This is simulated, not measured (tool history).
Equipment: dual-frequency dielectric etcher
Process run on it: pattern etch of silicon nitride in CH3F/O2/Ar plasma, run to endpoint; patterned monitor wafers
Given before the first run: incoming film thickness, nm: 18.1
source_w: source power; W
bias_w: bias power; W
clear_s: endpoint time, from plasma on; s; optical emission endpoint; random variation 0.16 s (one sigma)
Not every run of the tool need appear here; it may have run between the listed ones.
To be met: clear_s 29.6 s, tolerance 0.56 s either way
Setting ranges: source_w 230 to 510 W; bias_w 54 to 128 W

Run 1, hour 0: source_w 370 W, bias_w 91 W. Result: clear_s 25.614 s.
Run 2, hour 4.3: source_w 370 W, bias_w 98 W. Result: clear_s 24.939 s.
Run 3, hour 5.7: source_w 420 W, bias_w 98 W. Result: clear_s 23.152 s.
Run 4, hour 14.3: source_w 420 W, bias_w 87 W. Result: clear_s 24.974 s.
Run 5, hour 15.8: source_w 390 W, bias_w 86 W. Result: clear_s 25.893 s.
Run 6, hour 16.5: source_w 370 W, bias_w 85 W. Result: clear_s 27.089 s.
Run 7, hour 25.4: source_w 360 W, bias_w 85 W. Result: clear_s 27.577 s.
Run 8, hour 29.8: source_w 350 W, bias_w 85 W. Result: clear_s 28.124 s.
Run 9, hour 31.2: source_w 340 W, bias_w 85 W. Result: clear_s 28.186 s.
Run 10, hour 34.5: source_w 330 W, bias_w 85 W. Result: clear_s 28.897 s.
Run 11, hour 37.4: source_w 330 W, bias_w 85 W. Result: clear_s 28.919 s.
Run 12, hour 44.9: source_w 310 W, bias_w 84 W. Result: clear_s 30.442 s.

Exercise: of the 4 proposed moves below, exactly one satisfies all targets within the stated allowed misses. Which move is it?
Run A, hour 52.4: source_w 250 W, bias_w 101 W. Result: clear_s ?.
Run B, hour 52.4: source_w 270 W, bias_w 105 W. Result: clear_s ?.
Run C, hour 52.4: source_w 270 W, bias_w 91 W. Result: clear_s ?.
Run D, hour 52.4: source_w 310 W, bias_w 81 W. Result: clear_s ?.

move  clear_s
   A   31.951
   B   29.414
   C   31.991
   D   31.099
A: further off than the last run
B: hits every target within its allowed miss
C: further off than the last run
D: further off than the last run
Answer: B
